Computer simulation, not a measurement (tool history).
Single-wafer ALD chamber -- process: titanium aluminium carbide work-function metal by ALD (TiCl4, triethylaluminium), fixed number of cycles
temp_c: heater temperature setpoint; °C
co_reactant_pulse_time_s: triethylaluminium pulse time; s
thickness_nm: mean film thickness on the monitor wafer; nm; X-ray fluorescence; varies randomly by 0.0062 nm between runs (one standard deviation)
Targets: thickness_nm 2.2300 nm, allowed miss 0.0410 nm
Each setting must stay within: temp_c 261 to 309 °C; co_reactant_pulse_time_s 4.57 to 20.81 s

{"run": 1, "hour": 0.0, "temp_c": 285, "co_reactant_pulse_time_s": 12.69, "thickness_nm": 2.0519}
{"run": 2, "hour": 4.0, "temp_c": 287, "co_reactant_pulse_time_s": 12.88, "thickness_nm": 2.0641}
{"run": 3, "hour": 8.8, "temp_c": 289, "co_reactant_pulse_time_s": 13.09, "thickness_nm": 2.0927}
{"run": 4, "hour": 15.4, "temp_c": 293, "co_reactant_pulse_time_s": 13.09, "thickness_nm": 2.1214}
{"run": 5, "hour": 23.4, "temp_c": 294, "co_reactant_pulse_time_s": 13.23, "thickness_nm": 2.1361}
{"run": 6, "hour": 24.8, "temp_c": 285, "co_reactant_pulse_time_s": 13.23, "thickness_nm": 2.0597}
{"run": 7, "hour": 31.0, "temp_c": 287, "co_reactant_pulse_time_s": 13.48, "thickness_nm": 2.0766}
{"run": 8, "hour": 34.6, "temp_c": 289, "co_reactant_pulse_time_s": 13.68, "thickness_nm": 2.0874}
{"run": 9, "hour": 39.4, "temp_c": 291, "co_reactant_pulse_time_s": 13.74, "thickness_nm": 2.1218}
{"run": 10, "hour": 41.5, "temp_c": 292, "co_reactant_pulse_time_s": 13.87, "thickness_nm": 2.1213}
{"run": 11, "hour": 49.9, "temp_c": 293, "co_reactant_pulse_time_s": 13.99, "thickness_nm": 2.1403}
{"run": 12, "hour": 52.2, "temp_c": 294, "co_reactant_pulse_time_s": 14.1, "thickness_nm": 2.1429}
{"run": 13, "hour": 52.8, "temp_c": 295, "co_reactant_pulse_time_s": 14.21, "thickness_nm": 2.1517}
{"run": 14, "hour": 53.3, "temp_c": 296, "co_reactant_pulse_time_s": 14.3, "thickness_nm": 2.1535}

Of the 5 settings listed for the next run, only one would bring every result within its allowed miss of target. Which one?
{"run": "A", "hour": 53.8, "temp_c": 302, "co_reactant_pulse_time_s": 15.8, "thickness_nm": "?"}
{"run": "B", "hour": 53.8, "temp_c": 290, "co_reactant_pulse_time_s": 13.41, "thickness_nm": "?"}
{"run": "C", "hour": 53.8, "temp_c": 283, "co_reactant_pulse_time_s": 15.66, "thickness_nm": "?"}
{"run": "D", "hour": 53.8, "temp_c": 296, "co_reactant_pulse_time_s": 16.31, "thickness_nm": "?"}
{"run": "E", "hour": 53.8, "temp_c": 287, "co_reactant_pulse_time_s": 13.0, "thickness_nm": "?"}

move=A thickness_nm=2.2092
move=B thickness_nm=2.0976
move=C thickness_nm=2.0494
move=D thickness_nm=2.1601
move=E thickness_nm=2.0700
A: all results in spec
B: moves away from the targets compared with the last run
C: moves away from the targets compared with the last run
D: gains on the last run, yet a result remains outside its allowed miss
E: moves away from the targets compared with the last run
Go with A: it meets all targets.

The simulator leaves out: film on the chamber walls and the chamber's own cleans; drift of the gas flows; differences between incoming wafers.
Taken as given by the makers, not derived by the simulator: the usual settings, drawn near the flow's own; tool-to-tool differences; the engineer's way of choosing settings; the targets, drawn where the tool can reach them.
